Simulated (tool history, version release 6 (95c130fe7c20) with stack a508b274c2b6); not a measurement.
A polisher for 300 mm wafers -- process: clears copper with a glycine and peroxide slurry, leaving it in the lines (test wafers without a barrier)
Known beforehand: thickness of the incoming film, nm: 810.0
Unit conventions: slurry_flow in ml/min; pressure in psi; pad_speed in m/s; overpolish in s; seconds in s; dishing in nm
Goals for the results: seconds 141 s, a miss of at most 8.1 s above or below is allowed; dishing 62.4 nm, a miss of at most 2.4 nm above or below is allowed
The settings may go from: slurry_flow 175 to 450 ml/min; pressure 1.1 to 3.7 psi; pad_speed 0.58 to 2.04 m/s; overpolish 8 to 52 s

Run 1, hour 0: slurry_flow 290 ml/min, pressure 2.4 psi, pad_speed 1.3 m/s, overpolish 26 s. Result: seconds 124.25 s, dishing 89.519 nm.
Run 2, hour 8.7: slurry_flow 290 ml/min, pressure 2.3 psi, pad_speed 1.32 m/s, overpolish 23 s. Result: seconds 128.23 s, dishing 83.762 nm.
Run 3, hour 9.5: slurry_flow 290 ml/min, pressure 2.2 psi, pad_speed 1.32 m/s, overpolish 20 s. Result: seconds 130.58 s, dishing 73.962 nm.
Run 4, hour 12.4: slurry_flow 290 ml/min, pressure 2.2 psi, pad_speed 1.32 m/s, overpolish 26 s. Result: seconds 129.82 s, dishing 90.412 nm.
Run 5, hour 15.7: slurry_flow 290 ml/min, pressure 2.2 psi, pad_speed 1.46 m/s, overpolish 26 s. Result: seconds 122.85 s, dishing 93.038 nm.
Run 6, hour 24.7: slurry_flow 290 ml/min, pressure 2.1 psi, pad_speed 1.42 m/s, overpolish 23 s. Result: seconds 125.59 s, dishing 83.932 nm.
Run 7, hour 32.8: slurry_flow 290 ml/min, pressure 2 psi, pad_speed 1.4 m/s, overpolish 21 s. Result: seconds 130.04 s, dishing 75.154 nm.
Run 8, hour 39.9: slurry_flow 290 ml/min, pressure 1.9 psi, pad_speed 1.4 m/s, overpolish 20 s. Result: seconds 138.16 s, dishing 70.477 nm.
Run 9, hour 44.4: slurry_flow 290 ml/min, pressure 1.8 psi, pad_speed 1.44 m/s, overpolish 15 s. Result: seconds 134.75 s, dishing 58.675 nm.

Pick the move, out of 5, that brings all results within their allowed miss; only one does.
Run A, hour 48.9: slurry_flow 350 ml/min, pressure 2.1 psi, pad_speed 1.32 m/s, overpolish 14 s. Result: seconds ?, dishing ?.
Run B, hour 48.9: slurry_flow 310 ml/min, pressure 1.8 psi, pad_speed 1.28 m/s, overpolish 16 s. Result: seconds ?, dishing ?.
Run C, hour 48.9: slurry_flow 240 ml/min, pressure 1.1 psi, pad_speed 2 m/s, overpolish 15 s. Result: seconds ?, dishing ?.
Run D, hour 48.9: slurry_flow 295 ml/min, pressure 1.9 psi, pad_speed 1.38 m/s, overpolish 14 s. Result: seconds ?, dishing ?.
Run E, hour 48.9: slurry_flow 260 ml/min, pressure 2 psi, pad_speed 1.32 m/s, overpolish 17 s. Result: seconds ?, dishing ?.

move  seconds  dishing
   A   133.92   55.626
   B   149.38   56.399
   C   131.78   56.991
   D   137.85   54.099
   E   141.26   61.842
A: the biggest miss grows against the last run
B: the biggest miss grows against the last run
C: the biggest miss grows against the last run
D: the biggest miss grows against the last run
E: hits every target within its allowed miss
Move E is the one to make.
